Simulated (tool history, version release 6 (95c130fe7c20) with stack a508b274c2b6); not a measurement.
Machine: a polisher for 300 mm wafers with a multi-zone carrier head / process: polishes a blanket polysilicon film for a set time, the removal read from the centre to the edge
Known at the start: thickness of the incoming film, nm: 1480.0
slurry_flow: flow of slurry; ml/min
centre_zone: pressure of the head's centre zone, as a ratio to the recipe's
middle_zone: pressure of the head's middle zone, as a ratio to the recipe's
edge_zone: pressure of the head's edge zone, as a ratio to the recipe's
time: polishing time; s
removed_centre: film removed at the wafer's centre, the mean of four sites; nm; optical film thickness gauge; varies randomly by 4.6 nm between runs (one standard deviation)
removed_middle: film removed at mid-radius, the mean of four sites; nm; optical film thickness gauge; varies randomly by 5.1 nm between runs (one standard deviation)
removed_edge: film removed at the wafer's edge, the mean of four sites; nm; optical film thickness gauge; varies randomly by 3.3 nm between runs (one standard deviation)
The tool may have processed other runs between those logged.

run,hour,slurry_flow,centre_zone,middle_zone,edge_zone,time,removed_centre,removed_middle,removed_edge
1,0.0,125,1.00,1.00,1.00,68,587.49,579.39,577.45
2,7.4,125,1.00,1.07,1.00,68,589.08,607.04,570.23
3,12.9,120,1.00,1.06,1.00,68,581.76,601.83,565.32
4,14.9,115,1.00,1.05,1.00,68,561.52,587.24,564.26
# hour 21.4: worn pad replaced by a new one
5,21.4,115,0.93,1.05,1.00,68,591.16,649.12,630.34
6,29.1,110,0.95,1.05,1.00,68,585.01,634.27,620.96

Predict the results of run 7:
7,36.2,105,0.97,1.05,1.00,68,?,?,?

Run 7 measured removed_centre 586.48 nm, removed_middle 634.37 nm, removed_edge 617.34 nm.
